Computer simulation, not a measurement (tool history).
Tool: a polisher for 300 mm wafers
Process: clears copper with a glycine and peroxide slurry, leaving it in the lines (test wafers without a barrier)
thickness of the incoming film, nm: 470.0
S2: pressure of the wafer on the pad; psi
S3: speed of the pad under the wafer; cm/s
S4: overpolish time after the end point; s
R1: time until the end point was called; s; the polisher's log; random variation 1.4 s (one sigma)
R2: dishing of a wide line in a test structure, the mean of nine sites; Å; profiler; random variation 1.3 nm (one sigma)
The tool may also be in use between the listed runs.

run 1 hour=0 | flow_of_slurry_(ml/min)=210 S2=2.1 S3=90 S4=19 | R1=112.49 R2=485.32
run 2 hour=2.3 | flow_of_slurry_(ml/min)=210 S2=2.1 S3=90 S4=16 | R1=112.37 R2=429.2
run 3 hour=9.7 | flow_of_slurry_(ml/min)=210 S2=2.1 S3=90 S4=11 | R1=111.73 R2=306.9
run 4 hour=17.8 | flow_of_slurry_(ml/min)=210 S2=2.1 S3=90 S4=14 | R1=112.74 R2=362.77
run 5 hour=25.7 | flow_of_slurry_(ml/min)=210 S2=2.1 S3=90 S4=8 | R1=114.48 R2=243.78
run 6 hour=33.8 | flow_of_slurry_(ml/min)=185 S2=2.1 S3=90 S4=8 | R1=112.38 R2=233.59

Run 7 comes next. What will it give?
run 7 hour=35.4 | flow_of_slurry_(ml/min)=200 S2=1.9 S3=90 S4=11 | R1=? R2=?

{"run 7": {"R1": 122.07, "R2": 288.34}}

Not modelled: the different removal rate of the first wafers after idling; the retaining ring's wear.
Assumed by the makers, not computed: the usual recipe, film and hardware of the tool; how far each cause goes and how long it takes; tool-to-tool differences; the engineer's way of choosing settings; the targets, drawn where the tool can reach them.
